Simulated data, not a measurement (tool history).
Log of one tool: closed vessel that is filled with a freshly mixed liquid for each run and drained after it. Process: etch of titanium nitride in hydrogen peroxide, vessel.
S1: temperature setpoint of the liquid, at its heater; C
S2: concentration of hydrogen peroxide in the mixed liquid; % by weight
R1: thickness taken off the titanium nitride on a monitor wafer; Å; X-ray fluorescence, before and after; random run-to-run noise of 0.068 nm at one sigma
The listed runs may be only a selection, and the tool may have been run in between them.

{"run": 1, "hour": 0.0, "S1": 43.0, "S2": 22, "time in the liquid (s)": 875, "R1": 182.04}
{"run": 2, "hour": 4.0, "S1": 41.5, "S2": 22, "time in the liquid (s)": 875, "R1": 162.89}
{"run": 3, "hour": 6.7, "S1": 41.5, "S2": 22, "time in the liquid (s)": 930, "R1": 174.85}
{"run": 4, "hour": 7.5, "S1": 41.5, "S2": 18, "time in the liquid (s)": 930, "R1": 167.45}
{"run": 5, "hour": 8.9, "S1": 41.5, "S2": 18, "time in the liquid (s)": 875, "R1": 153.11}
{"run": 6, "hour": 11.4, "S1": 41.5, "S2": 18, "time in the liquid (s)": 875, "R1": 158.35}

What will run 7 give?
{"run": 7, "hour": 13.8, "S1": 40.0, "S2": 18, "time in the liquid (s)": 875, "R1": "?"}

{"run 7": {"R1": 140.03}}

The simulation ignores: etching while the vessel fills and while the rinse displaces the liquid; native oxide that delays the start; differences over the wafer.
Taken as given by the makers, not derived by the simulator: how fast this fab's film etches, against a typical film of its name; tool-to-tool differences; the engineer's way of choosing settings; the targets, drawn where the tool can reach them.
